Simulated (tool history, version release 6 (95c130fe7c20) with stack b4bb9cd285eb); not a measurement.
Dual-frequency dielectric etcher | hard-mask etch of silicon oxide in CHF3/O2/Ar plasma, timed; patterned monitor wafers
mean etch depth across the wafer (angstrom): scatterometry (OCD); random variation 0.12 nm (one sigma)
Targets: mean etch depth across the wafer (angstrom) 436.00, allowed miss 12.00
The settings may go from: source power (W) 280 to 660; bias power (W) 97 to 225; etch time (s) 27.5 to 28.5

run  hour  source power (W)  bias power (W)  etch time (s)  mean etch depth across the wafer (angstrom)
  1   0.0               470             161           27.5                                       502.71
  2   1.3               430             156           27.5                                       477.20
  3   7.5               410             154           27.5                                       464.13
  4   8.7               490             154           27.5                                       495.38
  5  17.6               560             154           27.5                                       527.96
  6  26.5               610             154           27.5                                       542.32
  7  35.1               550             145           27.5                                       508.13
  8  38.1               510             140           27.5                                       483.20
  9  46.0               510             140           27.5                                       482.12
     46.7  -- wet clean of the chamber
 10  46.7               480             137           27.5                                       451.60
 11  55.6               470             136           27.5                                       451.14

Which of these 5 next moves meets every target?
  A  64.5               430             128           28.5                                            ?
  B  64.5               540             122           28.5                                            ?
  C  64.5               500             141           28.0                                            ?
  D  64.5               470             129           28.5                                            ?
  E  64.5               420             169           27.5                                            ?

move  mean etch depth across the wafer (angstrom)
   A                                       434.21
   B                                       464.94
   C                                       475.61
   D                                       451.91
   E                                       475.75
A: meets every target
B: further off than the last run
C: further off than the last run
D: further off than the last run
E: further off than the last run
The right move is A.

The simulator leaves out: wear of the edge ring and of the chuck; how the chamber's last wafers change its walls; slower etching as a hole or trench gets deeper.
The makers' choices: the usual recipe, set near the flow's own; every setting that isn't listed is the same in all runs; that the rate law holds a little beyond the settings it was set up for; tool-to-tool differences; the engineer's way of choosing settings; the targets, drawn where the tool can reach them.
